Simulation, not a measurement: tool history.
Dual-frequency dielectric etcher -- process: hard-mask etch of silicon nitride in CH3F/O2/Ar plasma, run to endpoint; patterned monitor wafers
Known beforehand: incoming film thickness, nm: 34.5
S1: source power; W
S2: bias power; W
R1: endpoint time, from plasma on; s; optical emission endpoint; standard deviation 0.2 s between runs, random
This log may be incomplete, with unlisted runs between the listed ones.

run,hour,S1,S2,R1
1,0.0,540,60,49.728
2,0.6,610,60,47.264
3,2.7,610,70,45.314
4,10.6,620,70,45.412
5,15.7,620,63,47.038
6,23.5,640,64,46.044
7,25.5,660,65,45.596

Run 8 comes next. What will it give?
8,30.4,670,66,?

{"run 8": {"R1": 45.237}}
